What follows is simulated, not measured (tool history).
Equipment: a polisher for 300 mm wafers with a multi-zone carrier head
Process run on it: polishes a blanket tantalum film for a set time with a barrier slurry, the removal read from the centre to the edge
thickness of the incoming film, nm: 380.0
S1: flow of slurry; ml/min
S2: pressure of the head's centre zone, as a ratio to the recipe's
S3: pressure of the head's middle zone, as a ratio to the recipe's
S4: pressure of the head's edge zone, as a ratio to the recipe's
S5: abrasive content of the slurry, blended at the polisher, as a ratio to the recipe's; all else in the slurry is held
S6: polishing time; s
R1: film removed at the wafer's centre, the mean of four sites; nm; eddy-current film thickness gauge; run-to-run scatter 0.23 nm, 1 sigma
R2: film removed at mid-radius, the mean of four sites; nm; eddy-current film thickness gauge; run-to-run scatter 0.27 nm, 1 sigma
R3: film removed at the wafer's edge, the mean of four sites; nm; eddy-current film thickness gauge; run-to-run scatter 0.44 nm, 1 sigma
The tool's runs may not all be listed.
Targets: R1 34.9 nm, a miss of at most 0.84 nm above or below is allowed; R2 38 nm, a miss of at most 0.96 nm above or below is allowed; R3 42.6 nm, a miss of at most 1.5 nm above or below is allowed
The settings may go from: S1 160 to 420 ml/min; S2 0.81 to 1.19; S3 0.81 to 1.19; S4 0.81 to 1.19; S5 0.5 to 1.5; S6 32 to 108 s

run 1 hour=0 | S1=270 S2=1 S3=1 S4=1 S5=1 S6=70 | R1=61.587 R2=60.932 R3=62.803
run 2 hour=7.4 | S1=260 S2=0.98 S3=0.98 S4=0.99 S5=0.95 S6=68 | R1=57.981 R2=58.189 R3=59.886
run 3 hour=15 | S1=260 S2=0.98 S3=0.98 S4=1.04 S5=0.95 S6=68 | R1=57.728 R2=57.646 R3=61.376
run 4 hour=22.7 | S1=255 S2=0.96 S3=0.96 S4=1.03 S5=0.9 S6=66 | R1=54.128 R2=53.328 R3=58.534
run 5 hour=26.7 | S1=255 S2=1.03 S3=0.96 S4=1.03 S5=0.9 S6=66 | R1=58.165 R2=53.758 R3=58.124
run 6 hour=28.1 | S1=255 S2=1.03 S3=0.96 S4=1.03 S5=1.05 S6=66 | R1=59.92 R2=55.786 R3=58.769
run 7 hour=34.4 | S1=200 S2=0.93 S3=0.89 S4=0.93 S5=0.8 S6=51 | R1=37.202 R2=36.491 R3=39.381
run 8 hour=42.5 | S1=200 S2=0.92 S3=0.9 S4=0.94 S5=0.8 S6=51 | R1=36.95 R2=36.267 R3=40.323
run 9 hour=46.6 | S1=200 S2=0.91 S3=0.91 S4=0.95 S5=0.8 S6=51 | R1=36.258 R2=37.315 R3=40.726
run 10 hour=53.6 | S1=200 S2=0.91 S3=0.91 S4=0.96 S5=0.8 S6=51 | R1=36.145 R2=37.464 R3=40.402
run 11 hour=60.3 | S1=200 S2=0.91 S3=0.91 S4=0.97 S5=0.8 S6=51 | R1=35.921 R2=36.911 R3=40.537
run 12 hour=68.6 | S1=200 S2=0.91 S3=0.91 S4=0.98 S5=0.8 S6=51 | R1=36.058 R2=36.943 R3=40.599
run 13 hour=73.8 | S1=200 S2=0.91 S3=0.91 S4=0.99 S5=0.8 S6=51 | R1=36.544 R2=37.248 R3=41.29
-- hour=82.8 slurry nozzle cleaned
run 14 hour=82.8 | S1=200 S2=0.9 S3=0.91 S4=1 S5=0.8 S6=51 | R1=38.336 R2=39.672 R3=42.986
run 15 hour=84.2 | S1=195 S2=0.89 S3=0.9 S4=1 S5=0.8 S6=51 | R1=37.348 R2=38.68 R3=42.853
run 16 hour=91.1 | S1=190 S2=0.88 S3=0.9 S4=1 S5=0.8 S6=51 | R1=37.305 R2=38.171 R3=42.068
run 17 hour=99 | S1=200 S2=0.87 S3=0.9 S4=1 S5=0.8 S6=51 | R1=37.215 R2=39.296 R3=42.978
run 18 hour=105.1 | S1=195 S2=0.86 S3=0.9 S4=1 S5=0.8 S6=51 | R1=36.641 R2=38.904 R3=43.186
run 19 hour=107.2 | S1=195 S2=0.86 S3=0.9 S4=1 S5=0.8 S6=51 | R1=36.273 R2=38.78 R3=43.252
run 20 hour=114.9 | S1=190 S2=0.86 S3=0.9 S4=1 S5=0.8 S6=51 | R1=36.219 R2=38.398 R3=42.458
run 21 hour=120.2 | S1=190 S2=0.85 S3=0.9 S4=1 S5=0.8 S6=51 | R1=36.356 R2=38.696 R3=42.815

4 candidate next runs follow, results not yet known. Just one meets every target within its allowed miss. Identify it.
run A hour=125.5 | S1=165 S2=0.83 S3=0.87 S4=1.01 S5=1.2 S6=50 | R1=? R2=? R3=?
run B hour=125.5 | S1=175 S2=0.85 S3=0.9 S4=1.03 S5=0.65 S6=54 | R1=? R2=? R3=?
run C hour=125.5 | S1=195 S2=0.87 S3=0.84 S4=0.99 S5=0.8 S6=53 | R1=? R2=? R3=?
run D hour=125.5 | S1=185 S2=0.84 S3=0.96 S4=0.97 S5=0.8 S6=48 | R1=? R2=? R3=?

move=A R1=36.751 R2=40.25 R3=45.594
move=B R1=34.993 R2=38.2 R3=42.575
move=C R1=38.122 R2=38.774 R3=44.176
move=D R1=33.019 R2=38.044 R3=39.315
A: lands further from the targets than the last run did
B: all results land within tolerance of their targets
C: lands further from the targets than the last run did
D: the result that was furthest off in the last run now lies on the other side of its target
So the answer is move B, the one that meets all the targets.
